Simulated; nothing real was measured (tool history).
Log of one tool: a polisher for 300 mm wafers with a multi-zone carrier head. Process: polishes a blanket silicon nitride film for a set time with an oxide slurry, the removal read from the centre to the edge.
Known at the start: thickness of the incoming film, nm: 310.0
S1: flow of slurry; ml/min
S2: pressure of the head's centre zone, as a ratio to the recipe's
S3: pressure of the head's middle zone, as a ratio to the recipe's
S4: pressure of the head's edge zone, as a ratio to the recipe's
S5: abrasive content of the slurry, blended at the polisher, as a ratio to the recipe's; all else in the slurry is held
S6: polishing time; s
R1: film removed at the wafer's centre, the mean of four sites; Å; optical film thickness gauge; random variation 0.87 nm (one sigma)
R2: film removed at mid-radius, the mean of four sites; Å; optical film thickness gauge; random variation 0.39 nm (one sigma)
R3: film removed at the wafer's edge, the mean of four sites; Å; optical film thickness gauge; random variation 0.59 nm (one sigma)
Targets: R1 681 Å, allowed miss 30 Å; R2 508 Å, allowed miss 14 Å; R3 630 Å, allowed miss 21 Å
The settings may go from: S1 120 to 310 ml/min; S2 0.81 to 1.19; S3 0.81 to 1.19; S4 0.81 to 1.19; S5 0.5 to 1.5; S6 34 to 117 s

run    day   S1    S2    S3    S4    S5  S6      R1      R2      R3
  1      0  200     1     1     1     1  75  741.59  706.75  736.94
  2    0.2  195  1.01  0.97     1  0.95  75  713.22   679.1  712.65
  3  0.246  205  1.04  0.94  1.03   0.9  74  702.39  632.01  693.23
  4  0.321  205  1.04  0.94  0.96   0.9  74  708.06  637.82  671.39
  5  0.638  205  1.04  1.01  0.96   0.9  74  713.33  670.93   673.5
  6  0.962  205  1.04  1.01  0.96  0.75  74  652.06  598.26  601.61
  7  1.183  200  1.06  0.97  0.98  0.75  74  662.99   592.3  606.36
  8  1.221  170  1.16  0.87  1.08  0.55  73  560.79  423.65  497.99
  9  1.417  185  1.16  0.87   1.1   0.6  73  610.94  450.57  538.28
 10  1.492  200  1.15  0.87  1.11   0.6  73  601.28  458.85  541.27
 11  1.525  210  1.15  0.86  1.12   0.6  73  607.17     452  541.41
 12  1.879  210  1.14  0.86  1.19  0.85  74  748.29  567.68  703.81
 13  2.117  200  1.14  0.85  1.17  0.85  74  741.18  570.59  704.45
 14  2.429  195  1.14  0.84  1.16  0.85  74  749.21  561.91  687.16
 15  2.708  190  1.14  0.83  1.16  0.85  74  757.77  547.18  698.02
 16  3.033  190  1.13  0.83  1.15  0.85  74  746.26  556.55  695.62
 17    3.2  185  1.13  0.83  1.14  0.85  74  750.32  545.75  688.26
 18  3.258  185  1.13  0.83  1.14  0.85  74  758.66  554.54   697.3
 19  3.462  185  1.13  0.84  1.13   0.8  74  731.32  536.42  673.59
 20  3.596  185  1.13  0.84  1.13   0.8  74   731.9  531.16  671.11

5 next moves are on the table. One of them brings every result within its allowed miss. Which?
  A  3.729  240  1.06  0.82  1.17   0.8  72   ?   ?   ?
  B  3.729  170  1.14  0.86  1.15   0.7  76   ?   ?   ?
  C  3.729  250  1.14     1  1.19  0.95  59   ?   ?   ?
  D  3.729  235  1.13  0.84  1.13   0.7  83   ?   ?   ?
  E  3.729  220  1.07  0.81  1.02     1  72   ?   ?   ?

move      R1      R2      R3
   A  686.09  525.74  670.53
   B  686.95  510.62   628.3
   C  669.44  560.96  609.04
   D  775.04  567.82  700.82
   E  774.23  582.55  713.76
A: as far off as the last run
B: meets every target
C: brings the result that was furthest off to its target, and leaves another outside
D: further off than the last run
E: further off than the last run
Answer: B
